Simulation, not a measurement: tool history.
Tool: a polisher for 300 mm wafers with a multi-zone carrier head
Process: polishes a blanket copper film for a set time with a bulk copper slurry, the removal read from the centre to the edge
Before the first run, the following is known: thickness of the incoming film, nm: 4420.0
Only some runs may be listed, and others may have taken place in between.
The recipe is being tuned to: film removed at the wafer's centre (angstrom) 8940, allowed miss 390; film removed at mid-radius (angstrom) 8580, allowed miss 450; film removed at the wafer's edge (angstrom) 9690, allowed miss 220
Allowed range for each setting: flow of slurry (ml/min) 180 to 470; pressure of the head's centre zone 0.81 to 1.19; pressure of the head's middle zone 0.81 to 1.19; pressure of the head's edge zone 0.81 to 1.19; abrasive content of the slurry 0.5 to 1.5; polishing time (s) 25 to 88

run  hour  flow of slurry (ml/min)  pressure of the head's centre zone  pressure of the head's middle zone  pressure of the head's edge zone  abrasive content of the slurry  polishing time (s)  film removed at the wafer's centre (angstrom)  film removed at mid-radius (angstrom)  film removed at the wafer's edge (angstrom)
  1     0                      300                                   1                                   1                                 1                               1                  56                                         6299.5                                 6056.8                                         6539
  2     5                      300                                   1                                0.96                                 1                               1                  56                                         6374.6                                 5757.9                                       6462.9
  3  11.3                      305                                1.01                                0.98                              1.05                            1.15                  59                                         6767.3                                 6544.9                                       7205.2
  4  14.3                      305                                1.01                                0.98                              1.05                            1.15                  66                                           7715                                 7066.5                                       8071.4
  5  18.6                      305                                1.01                                0.98                              0.97                            1.15                  66                                         7656.5                                 7315.4                                       7821.7
  6  27.1                      305                                1.01                                0.98                              0.97                            1.05                  66                                         7560.4                                 7308.7                                       7649.5
  7  29.8                      310                                1.02                                   1                              1.02                             1.2                  67                                         7903.3                                 7620.9                                         7973
  8  36.5                      310                                1.02                                   1                              1.05                            1.25                  69                                         8332.9                                 7892.2                                       8487.7
  9  39.9                      310                                1.01                                   1                              1.08                             1.3                  70                                         8360.4                                 8043.5                                       8751.9
 10    44                      315                                1.01                                   1                              1.11                            1.35                  71                                         8682.3                                   8084                                       9074.5
 11  51.4                      315                                   1                                1.01                              1.13                             1.4                  72                                         8603.2                                 8397.8                                       9307.8
 12  57.9                      320                                   1                                1.01                              1.14                            1.45                  72                                           8897                                 8677.9                                         9466
 13  62.1                      320                                   1                                   1                              1.15                            1.45                  72                                         8797.2                                   8514                                       9456.7

Exercise: of the 5 proposed moves below, exactly one satisfies all targets within the stated allowed misses. Which move is it?
  A  66.3                      285                                1.01                                1.02                              1.17                            1.45                  71                                              ?                                      ?                                            ?
  B  66.3                      245                                1.08                                1.09                              1.11                             1.5                  70                                              ?                                      ?                                            ?
  C  66.3                      295                                0.93                                0.91                              1.18                            1.35                  77                                              ?                                      ?                                            ?
  D  66.3                      330                                1.02                                0.99                              1.17                             1.4                  69                                              ?                                      ?                                            ?
  E  66.3                      420                                0.99                                0.98                              1.15                             1.5                  72                                              ?                                      ?                                            ?

move  film removed at the wafer's centre (angstrom)  film removed at mid-radius (angstrom)  film removed at the wafer's edge (angstrom)
   A                                         8671.7                                 8428.6                                       9270.7
   B                                         9065.3                                 8617.2                                       8909.7
   C                                           8566                                 8408.1                                       9992.3
   D                                           8575                                 8081.7                                       9040.9
   E                                         8976.9                                 8646.7                                       9627.5
A: lands further from the targets than the last run did
B: lands further from the targets than the last run did
C: takes the result that was furthest off past its target
D: lands further from the targets than the last run did
E: every result within its allowed miss
Move E is the one to make.
